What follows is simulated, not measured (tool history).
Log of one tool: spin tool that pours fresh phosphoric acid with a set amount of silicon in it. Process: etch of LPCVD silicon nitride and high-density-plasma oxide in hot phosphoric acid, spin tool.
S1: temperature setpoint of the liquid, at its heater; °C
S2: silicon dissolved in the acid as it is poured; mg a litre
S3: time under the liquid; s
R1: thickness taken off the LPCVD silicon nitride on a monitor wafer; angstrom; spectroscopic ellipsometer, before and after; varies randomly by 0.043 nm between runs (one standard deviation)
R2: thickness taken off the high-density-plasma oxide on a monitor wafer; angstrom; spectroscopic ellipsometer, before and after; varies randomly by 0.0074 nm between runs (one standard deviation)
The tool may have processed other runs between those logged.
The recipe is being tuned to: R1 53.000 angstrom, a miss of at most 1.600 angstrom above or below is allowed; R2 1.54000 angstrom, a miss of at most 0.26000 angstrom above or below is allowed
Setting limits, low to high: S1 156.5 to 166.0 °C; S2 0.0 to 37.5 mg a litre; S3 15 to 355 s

Run 1, day 0.000: S1 161.0 °C, S2 16.5 mg a litre, S3 180 s. Result: R1 164.810 angstrom, R2 5.06050 angstrom.
Run 2, day 0.125: S1 161.0 °C, S2 16.5 mg a litre, S3 110 s. Result: R1 101.980 angstrom, R2 3.23040 angstrom.
Run 3, day 0.312: S1 161.0 °C, S2 13.5 mg a litre, S3 110 s. Result: R1 100.600 angstrom, R2 3.32850 angstrom.
Run 4, day 0.479: S1 161.0 °C, S2 17.0 mg a litre, S3 110 s. Result: R1 101.400 angstrom, R2 3.38120 angstrom.
Run 5, day 0.604: S1 160.0 °C, S2 19.0 mg a litre, S3 85 s. Result: R1 75.486 angstrom, R2 2.40460 angstrom.
Run 6, day 0.696: S1 158.0 °C, S2 19.0 mg a litre, S3 85 s. Result: R1 70.381 angstrom, R2 1.96910 angstrom.
Run 7, day 0.996: S1 157.0 °C, S2 15.0 mg a litre, S3 30 s. Result: R1 24.161 angstrom, R2 0.71856 angstrom.
Run 8, day 1.262: S1 158.5 °C, S2 16.5 mg a litre, S3 25 s. Result: R1 20.919 angstrom, R2 0.63987 angstrom.
Run 9, day 1.554: S1 160.0 °C, S2 22.5 mg a litre, S3 30 s. Result: R1 26.456 angstrom, R2 0.78723 angstrom.
Run 10, day 1.696: S1 160.0 °C, S2 22.5 mg a litre, S3 45 s. Result: R1 39.985 angstrom, R2 1.03480 angstrom.
Run 11, day 1.788: S1 161.5 °C, S2 22.5 mg a litre, S3 45 s. Result: R1 42.204 angstrom, R2 1.25470 angstrom.
Run 12, day 2.117: S1 164.0 °C, S2 33.0 mg a litre, S3 70 s. Result: R1 70.734 angstrom, R2 1.57230 angstrom.
Run 13, day 2.179: S1 163.5 °C, S2 30.0 mg a litre, S3 65 s. Result: R1 64.080 angstrom, R2 1.60150 angstrom.
Run 14, day 2.325: S1 163.0 °C, S2 28.0 mg a litre, S3 65 s. Result: R1 63.013 angstrom, R2 1.74430 angstrom.
Run 15, day 2.358: S1 160.5 °C, S2 26.0 mg a litre, S3 55 s. Result: R1 50.096 angstrom, R2 1.07910 angstrom.
Run 16, day 2.629: S1 161.0 °C, S2 25.5 mg a litre, S3 55 s. Result: R1 50.683 angstrom, R2 1.29370 angstrom.
Run 17, day 2.717: S1 161.5 °C, S2 25.0 mg a litre, S3 55 s. Result: R1 50.924 angstrom, R2 1.30600 angstrom.
Run 18, day 3.017: S1 161.5 °C, S2 24.0 mg a litre, S3 55 s. Result: R1 51.571 angstrom, R2 1.35490 angstrom.

Consider the 5 candidate settings below. Which is the only one whose results all fall within their allowed miss of target?
Run A, day 3.317: S1 162.5 °C, S2 23.0 mg a litre, S3 55 s. Result: R1 ?, R2 ?.
Run B, day 3.317: S1 161.5 °C, S2 21.0 mg a litre, S3 60 s. Result: R1 ?, R2 ?.
Run C, day 3.317: S1 162.0 °C, S2 34.0 mg a litre, S3 55 s. Result: R1 ?, R2 ?.
Run D, day 3.317: S1 159.0 °C, S2 29.5 mg a litre, S3 60 s. Result: R1 ?, R2 ?.
Run E, day 3.317: S1 160.0 °C, S2 21.5 mg a litre, S3 55 s. Result: R1 ?, R2 ?.

move      R1       R2
   A  52.839  1.60760
   B  55.756  1.73150
   C  51.968  1.01700
   D  51.270  1.07930
   E  48.607  1.39990
A: every result lands within tolerance
B: moves the result that the last run missed by most past its target, out the other side
C: meets the target for the result that was furthest off, but another lies outside its allowed miss
D: lands further from the targets than the last run did
E: lands further from the targets than the last run did
A meets every target.

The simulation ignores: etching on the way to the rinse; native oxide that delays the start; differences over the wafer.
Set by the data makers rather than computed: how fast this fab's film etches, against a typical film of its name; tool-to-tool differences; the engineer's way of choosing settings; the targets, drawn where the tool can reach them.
